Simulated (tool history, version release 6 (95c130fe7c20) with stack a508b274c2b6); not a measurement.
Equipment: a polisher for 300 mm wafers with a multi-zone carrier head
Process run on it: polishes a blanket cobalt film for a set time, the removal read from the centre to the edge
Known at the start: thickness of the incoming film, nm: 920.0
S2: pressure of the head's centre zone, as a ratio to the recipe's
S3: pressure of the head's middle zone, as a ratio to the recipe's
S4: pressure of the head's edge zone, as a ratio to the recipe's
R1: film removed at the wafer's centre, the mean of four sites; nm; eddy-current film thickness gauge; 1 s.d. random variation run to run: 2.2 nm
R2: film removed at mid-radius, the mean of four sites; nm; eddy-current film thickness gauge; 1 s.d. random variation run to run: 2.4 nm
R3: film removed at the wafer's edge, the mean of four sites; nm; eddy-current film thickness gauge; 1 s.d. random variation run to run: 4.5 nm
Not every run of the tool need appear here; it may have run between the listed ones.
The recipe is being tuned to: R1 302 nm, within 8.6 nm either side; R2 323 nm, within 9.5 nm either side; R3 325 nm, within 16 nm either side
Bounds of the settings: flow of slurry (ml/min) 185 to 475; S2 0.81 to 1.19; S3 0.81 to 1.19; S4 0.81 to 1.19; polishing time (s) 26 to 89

Run 1, hour 0: flow of slurry (ml/min) 305, S2 1, S3 1, S4 1, polishing time (s) 57. Result: R1 258.61 nm, R2 266 nm, R3 269.47 nm.
Run 2, hour 5: flow of slurry (ml/min) 310, S2 1.01, S3 1.03, S4 1.04, polishing time (s) 58. Result: R1 265.38 nm, R2 281.29 nm, R3 277.98 nm.
Run 3, hour 5.9: flow of slurry (ml/min) 310, S2 0.97, S3 1.03, S4 1.04, polishing time (s) 58. Result: R1 255.32 nm, R2 283.26 nm, R3 274.43 nm.
Run 4, hour 10.2: flow of slurry (ml/min) 310, S2 0.97, S3 1.03, S4 1.11, polishing time (s) 58. Result: R1 257.76 nm, R2 281.93 nm, R3 292.28 nm.
Run 5, hour 14.9: flow of slurry (ml/min) 320, S2 0.99, S3 1.05, S4 1.13, polishing time (s) 59. Result: R1 268.21 nm, R2 287.95 nm, R3 297.54 nm.
Run 6, hour 16.5: flow of slurry (ml/min) 320, S2 1, S3 1.07, S4 1.14, polishing time (s) 60. Result: R1 272.84 nm, R2 297.52 nm, R3 298.64 nm.
Run 7, hour 20.8: flow of slurry (ml/min) 325, S2 1.01, S3 1.07, S4 1.15, polishing time (s) 61. Result: R1 281.73 nm, R2 304.1 nm, R3 319.95 nm.
Run 8, hour 28.4: flow of slurry (ml/min) 335, S2 1.02, S3 1.08, S4 1.14, polishing time (s) 61. Result: R1 282.23 nm, R2 311.31 nm, R3 313.92 nm.
Run 9, hour 36: flow of slurry (ml/min) 345, S2 1.04, S3 1.08, S4 1.14, polishing time (s) 61. Result: R1 290.59 nm, R2 307.13 nm, R3 313.73 nm.

Below are 5 possible settings for the next run. Only one of them brings all results inside the allowed miss of their targets. Which is it?
Run A, hour 43.6: flow of slurry (ml/min) 300, S2 1.02, S3 1.06, S4 1.1, polishing time (s) 65. Result: R1 ?, R2 ?, R3 ?.
Run B, hour 43.6: flow of slurry (ml/min) 290, S2 1, S3 1, S4 1.18, polishing time (s) 63. Result: R1 ?, R2 ?, R3 ?.
Run C, hour 43.6: flow of slurry (ml/min) 360, S2 1.09, S3 1.04, S4 1.17, polishing time (s) 62. Result: R1 ?, R2 ?, R3 ?.
Run D, hour 43.6: flow of slurry (ml/min) 410, S2 1.12, S3 1.19, S4 1.06, polishing time (s) 59. Result: R1 ?, R2 ?, R3 ?.
Run E, hour 43.6: flow of slurry (ml/min) 330, S2 1.19, S3 1.07, S4 1.11, polishing time (s) 58. Result: R1 ?, R2 ?, R3 ?.

move      R1      R2      R3
   A  301.68  320.44  325.58
   B  286.57  294.84  326.79
   C  308.95  304.52  323.83
   D  304.11  328.04  294.38
   E  309.87     290  293.36
A: every result lands within tolerance
B: further off than the last run
C: further off than the last run
D: brings the result that was furthest off to its target, and leaves another outside
E: further off than the last run
Answer: A
